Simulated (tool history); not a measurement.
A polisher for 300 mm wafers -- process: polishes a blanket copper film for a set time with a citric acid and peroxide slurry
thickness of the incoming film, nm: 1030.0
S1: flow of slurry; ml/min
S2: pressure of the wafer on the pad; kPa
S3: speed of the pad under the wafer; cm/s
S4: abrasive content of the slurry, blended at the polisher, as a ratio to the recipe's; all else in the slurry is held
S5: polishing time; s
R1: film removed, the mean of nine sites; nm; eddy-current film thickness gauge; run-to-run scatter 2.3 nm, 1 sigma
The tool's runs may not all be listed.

run 1 hour=0.0 | S1=265 S2=23.4 S3=118 S4=1.0 S5=104 | R1=261.10
run 2 hour=8.4 | S1=265 S2=21.4 S3=118 S4=1.0 S5=104 | R1=243.16
run 3 hour=13.6 | S1=265 S2=21.4 S3=118 S4=0.9 S5=104 | R1=239.75
run 4 hour=17.4 | S1=265 S2=18.6 S3=118 S4=0.9 S5=104 | R1=213.46
run 5 hour=25.9 | S1=270 S2=20.0 S3=118 S4=0.9 S5=104 | R1=226.71
run 6 hour=27.7 | S1=270 S2=22.8 S3=118 S4=0.9 S5=104 | R1=251.59
run 7 hour=31.8 | S1=270 S2=23.4 S3=118 S4=0.9 S5=104 | R1=259.86

Estimate the outcome of run 8 from the log above:
run 8 hour=40.1 | S1=270 S2=23.4 S3=118 S4=0.9 S5=104 | R1=?

R1: 259.94 nm
